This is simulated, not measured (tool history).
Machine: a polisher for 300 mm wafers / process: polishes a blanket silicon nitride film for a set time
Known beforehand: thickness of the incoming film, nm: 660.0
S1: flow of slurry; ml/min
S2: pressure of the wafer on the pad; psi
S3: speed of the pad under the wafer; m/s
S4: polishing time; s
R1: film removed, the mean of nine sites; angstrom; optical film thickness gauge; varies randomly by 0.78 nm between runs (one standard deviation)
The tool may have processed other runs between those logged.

| run | hour | S1 | S2 | S3 | S4 | R1 |
|---|---|---|---|---|---|---|
| 1 | 0.0 | 255 | 3.2 | 1.16 | 96 | 2050.3 |
| 2 | 2.0 | 255 | 2.8 | 1.16 | 96 | 1815.7 |
| 3 | 10.0 | 255 | 2.8 | 1.02 | 96 | 1658.9 |
| 4 | 13.3 | 310 | 2.8 | 1.02 | 96 | 1685.8 |
| 5 | 14.0 | 310 | 3.3 | 1.02 | 96 | 1931.8 |
| 6 | 21.3 | 310 | 3.3 | 1.02 | 101 | 2047.3 |
| 7 | 29.2 | 310 | 2.9 | 1.02 | 101 | 1828.3 |
| 8 | 36.3 | 310 | 2.6 | 1.02 | 101 | 1662.1 |

The next listed run, before its measurement:
| 9 | 36.9 | 310 | 2.4 | 1.02 | 101 | ? |

R1: 1574.1 angstrom
